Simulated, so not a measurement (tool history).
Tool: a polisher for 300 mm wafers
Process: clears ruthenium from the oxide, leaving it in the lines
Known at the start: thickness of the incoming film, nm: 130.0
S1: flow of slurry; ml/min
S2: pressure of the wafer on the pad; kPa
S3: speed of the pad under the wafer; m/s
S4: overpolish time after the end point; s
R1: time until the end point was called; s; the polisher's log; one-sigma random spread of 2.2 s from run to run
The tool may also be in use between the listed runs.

run 1 hour=0.0 | S1=290 S2=15.2 S3=0.80 S4=10 | R1=143.67
run 2 hour=7.2 | S1=290 S2=15.2 S3=0.80 S4=8 | R1=143.55
run 3 hour=10.8 | S1=290 S2=14.5 S3=0.80 S4=8 | R1=147.85
run 4 hour=14.3 | S1=290 S2=17.9 S3=0.80 S4=8 | R1=122.32
run 5 hour=22.7 | S1=225 S2=17.9 S3=0.80 S4=8 | R1=126.43
run 6 hour=24.1 | S1=225 S2=16.5 S3=0.80 S4=8 | R1=135.05
run 7 hour=30.0 | S1=225 S2=15.2 S3=0.80 S4=8 | R1=145.68
run 8 hour=38.9 | S1=225 S2=14.5 S3=0.80 S4=8 | R1=154.35
run 9 hour=42.3 | S1=225 S2=13.8 S3=0.80 S4=8 | R1=161.03

Run 10 has not been measured yet. What should we expect?
run 10 hour=50.0 | S1=225 S2=13.1 S3=0.80 S4=8 | R1=?

{"run 10": {"R1": 169.29}}

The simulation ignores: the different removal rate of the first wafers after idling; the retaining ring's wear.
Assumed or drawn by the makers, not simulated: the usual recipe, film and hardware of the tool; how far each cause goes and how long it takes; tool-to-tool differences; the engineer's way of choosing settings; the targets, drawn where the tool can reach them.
